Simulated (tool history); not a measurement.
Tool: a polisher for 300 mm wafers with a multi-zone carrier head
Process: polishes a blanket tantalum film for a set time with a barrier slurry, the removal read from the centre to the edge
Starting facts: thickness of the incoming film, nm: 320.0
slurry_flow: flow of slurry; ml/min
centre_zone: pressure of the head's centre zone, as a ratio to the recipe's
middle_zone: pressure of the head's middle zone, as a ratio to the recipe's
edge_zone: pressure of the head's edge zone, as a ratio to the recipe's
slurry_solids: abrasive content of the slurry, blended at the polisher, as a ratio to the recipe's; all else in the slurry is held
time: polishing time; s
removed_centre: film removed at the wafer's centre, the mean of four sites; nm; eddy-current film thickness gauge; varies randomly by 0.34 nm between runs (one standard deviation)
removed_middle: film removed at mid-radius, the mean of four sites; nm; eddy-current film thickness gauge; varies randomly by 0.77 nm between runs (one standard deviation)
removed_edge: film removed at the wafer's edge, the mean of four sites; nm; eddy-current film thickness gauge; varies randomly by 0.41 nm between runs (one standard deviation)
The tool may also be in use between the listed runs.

{"run": 1, "hour": 0.0, "slurry_flow": 125, "centre_zone": 1.0, "middle_zone": 1.0, "edge_zone": 1.0, "slurry_solids": 1.0, "time": 53, "removed_centre": 97.497, "removed_middle": 96.462, "removed_edge": 99.49}
{"run": 2, "hour": 1.6, "slurry_flow": 125, "centre_zone": 1.0, "middle_zone": 1.08, "edge_zone": 1.0, "slurry_solids": 1.0, "time": 53, "removed_centre": 98.601, "removed_middle": 106.33, "removed_edge": 99.776}
{"run": 3, "hour": 10.4, "slurry_flow": 125, "centre_zone": 1.0, "middle_zone": 1.12, "edge_zone": 1.0, "slurry_solids": 1.0, "time": 53, "removed_centre": 98.355, "removed_middle": 108.56, "removed_edge": 99.974}
{"run": 4, "hour": 14.8, "slurry_flow": 110, "centre_zone": 0.95, "middle_zone": 1.08, "edge_zone": 0.99, "slurry_solids": 0.85, "time": 49, "removed_centre": 80.009, "removed_middle": 92.808, "removed_edge": 85.482}
{"run": 5, "hour": 20.4, "slurry_flow": 100, "centre_zone": 0.91, "middle_zone": 1.03, "edge_zone": 0.99, "slurry_solids": 0.75, "time": 46, "removed_centre": 68.878, "removed_middle": 78.669, "removed_edge": 76.741}
{"run": 6, "hour": 26.9, "slurry_flow": 100, "centre_zone": 0.91, "middle_zone": 1.03, "edge_zone": 0.91, "slurry_solids": 0.75, "time": 46, "removed_centre": 66.981, "removed_middle": 75.105, "removed_edge": 73.799}
{"run": 7, "hour": 30.4, "slurry_flow": 95, "centre_zone": 0.88, "middle_zone": 1.01, "edge_zone": 0.92, "slurry_solids": 0.7, "time": 44, "removed_centre": 60.736, "removed_middle": 71.276, "removed_edge": 68.464}
{"run": 8, "hour": 38.5, "slurry_flow": 90, "centre_zone": 0.86, "middle_zone": 0.98, "edge_zone": 0.95, "slurry_solids": 0.65, "time": 43, "removed_centre": 55.981, "removed_middle": 64.718, "removed_edge": 65.903}
{"run": 9, "hour": 46.6, "slurry_flow": 85, "centre_zone": 0.85, "middle_zone": 0.98, "edge_zone": 0.95, "slurry_solids": 0.6, "time": 43, "removed_centre": 53.483, "removed_middle": 62.79, "removed_edge": 63.722}
{"run": 10, "hour": 51.5, "slurry_flow": 80, "centre_zone": 0.84, "middle_zone": 0.98, "edge_zone": 0.95, "slurry_solids": 0.55, "time": 43, "removed_centre": 49.786, "removed_middle": 60.423, "removed_edge": 60.556}

Run 11 has not been measured yet. What should we expect?
{"run": 11, "hour": 53.4, "slurry_flow": 80, "centre_zone": 0.83, "middle_zone": 0.97, "edge_zone": 0.95, "slurry_solids": 0.55, "time": 43, "removed_centre": "?", "removed_middle": "?", "removed_edge": "?"}

removed_centre: 48.528 nm
removed_middle: 59.094 nm
removed_edge: 61.462 nm
